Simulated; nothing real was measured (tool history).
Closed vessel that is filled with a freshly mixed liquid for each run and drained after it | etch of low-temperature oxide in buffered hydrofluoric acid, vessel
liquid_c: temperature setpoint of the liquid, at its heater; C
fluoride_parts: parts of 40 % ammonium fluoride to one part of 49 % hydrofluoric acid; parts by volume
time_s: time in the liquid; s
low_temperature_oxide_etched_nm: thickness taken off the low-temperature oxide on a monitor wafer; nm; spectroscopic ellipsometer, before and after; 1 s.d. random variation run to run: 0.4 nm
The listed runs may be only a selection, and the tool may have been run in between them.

run  hour  liquid_c  fluoride_parts  time_s  low_temperature_oxide_etched_nm
  1   0.0      23.0            21.0     105                          105.200
  2   8.6      23.0            18.5     105                          117.810
  3  13.3      20.5            18.5     105                          102.330
  4  18.0      20.0            18.5     105                           99.788
  5  24.8      17.0            18.5     105                           84.213
  6  27.7      19.5            18.5     105                           96.713
  7  36.5      19.0            18.5     105                           95.562
  8  43.4      18.5            18.5     105                           92.012

Run 9 is up next; what results do you expect?
  9  44.9      17.5            19.0     105                                ?

Run 9 produced low_temperature_oxide_etched_nm 84.970 nm.

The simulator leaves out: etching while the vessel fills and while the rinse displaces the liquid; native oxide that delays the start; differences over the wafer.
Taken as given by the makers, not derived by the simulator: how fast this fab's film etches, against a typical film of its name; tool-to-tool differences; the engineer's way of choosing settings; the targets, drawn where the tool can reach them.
